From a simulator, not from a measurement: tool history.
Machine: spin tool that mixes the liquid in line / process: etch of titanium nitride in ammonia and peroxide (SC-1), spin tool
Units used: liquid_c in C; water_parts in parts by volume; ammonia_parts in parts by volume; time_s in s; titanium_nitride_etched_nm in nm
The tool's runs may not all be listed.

| run | hour | liquid_c | water_parts | ammonia_parts | time_s | titanium_nitride_etched_nm |
|---|---|---|---|---|---|---|
| 1 | 0.0 | 58.0 | 21.5 | 0.8 | 325 | 20.314 |
| 2 | 2.8 | 57.5 | 21.5 | 0.8 | 325 | 19.452 |
| 3 | 5.2 | 61.5 | 21.5 | 0.8 | 325 | 25.219 |
| 4 | 9.4 | 60.0 | 21.5 | 0.8 | 325 | 22.957 |
| 5 | 11.6 | 59.0 | 21.5 | 0.8 | 325 | 21.629 |
| 6 | 15.9 | 58.0 | 21.5 | 0.8 | 325 | 20.315 |
| 7 | 23.2 | 57.5 | 21.5 | 0.8 | 325 | 19.509 |

Estimate the outcome of run 8 from the log above:
| 8 | 26.6 | 57.0 | 21.5 | 0.8 | 325 | ? |

titanium_nitride_etched_nm: 18.858 nm
